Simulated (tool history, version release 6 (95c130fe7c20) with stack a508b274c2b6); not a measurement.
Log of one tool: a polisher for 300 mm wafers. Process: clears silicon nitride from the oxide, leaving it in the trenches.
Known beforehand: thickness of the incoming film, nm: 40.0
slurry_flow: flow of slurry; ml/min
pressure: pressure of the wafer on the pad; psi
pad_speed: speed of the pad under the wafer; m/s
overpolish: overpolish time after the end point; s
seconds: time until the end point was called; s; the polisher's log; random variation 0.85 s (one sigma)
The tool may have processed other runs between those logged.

run,hour,slurry_flow,pressure,pad_speed,overpolish,seconds
1,0,310,1.7,0.88,31,88.43
2,4.7,270,1.7,0.88,31,88.375
3,9.1,270,1.4,0.88,31,107.52
4,12.7,270,1.7,0.88,31,89.298
5,14.6,270,1.8,0.88,31,84.668
6,20.3,270,1.8,0.72,31,100.78
7,29.3,270,1.8,0.72,31,101.31

Predict the results of run 8:
8,33.6,270,2.3,0.76,31,?

seconds: 78.826 s
